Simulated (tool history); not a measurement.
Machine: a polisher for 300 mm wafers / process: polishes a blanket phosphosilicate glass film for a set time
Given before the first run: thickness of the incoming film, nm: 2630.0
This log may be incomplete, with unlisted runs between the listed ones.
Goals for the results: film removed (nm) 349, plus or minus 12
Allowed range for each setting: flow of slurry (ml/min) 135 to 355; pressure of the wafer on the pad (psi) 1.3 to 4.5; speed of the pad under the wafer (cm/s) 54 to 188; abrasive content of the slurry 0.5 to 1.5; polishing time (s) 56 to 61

run,hour,flow of slurry (ml/min),pressure of the wafer on the pad (psi),speed of the pad under the wafer (cm/s),abrasive content of the slurry,polishing time (s),film removed (nm)
1,0,225,2.9,120,1,61,534.43
2,8.3,225,2.8,120,1,61,511.49
3,11.7,280,2.8,120,1,61,520.94
4,19.8,280,2.8,120,0.8,61,473.54
5,27.1,280,2.7,120,0.8,61,457.43
6,35,280,2.3,120,0.8,61,415.8
7,37.3,280,2.2,120,0.8,61,393.62
# hour 45.1: worn pad replaced by a new one
8,45.1,280,2,120,0.8,61,392.56
9,47.8,280,1.9,120,0.8,61,381.66

Of the 5 settings listed for the next run, only one would bring every result within its allowed miss of target. Which one?
A,50.5,325,1.9,114,0.95,57,?
B,50.5,305,1.8,148,0.85,59,?
C,50.5,280,2.1,114,0.65,60,?
D,50.5,265,2,114,0.95,61,?
E,50.5,305,2.2,142,0.65,61,?

move,film removed (nm)
A,379.03
B,440.79
C,356.12
D,413.45
E,450.16
A: nearer the targets than the last run, but a result is still out of spec
B: its largest miss is bigger than the last run's
C: in spec on every target
D: its largest miss is bigger than the last run's
E: its largest miss is bigger than the last run's
C is the move that brings every result within its allowed miss.

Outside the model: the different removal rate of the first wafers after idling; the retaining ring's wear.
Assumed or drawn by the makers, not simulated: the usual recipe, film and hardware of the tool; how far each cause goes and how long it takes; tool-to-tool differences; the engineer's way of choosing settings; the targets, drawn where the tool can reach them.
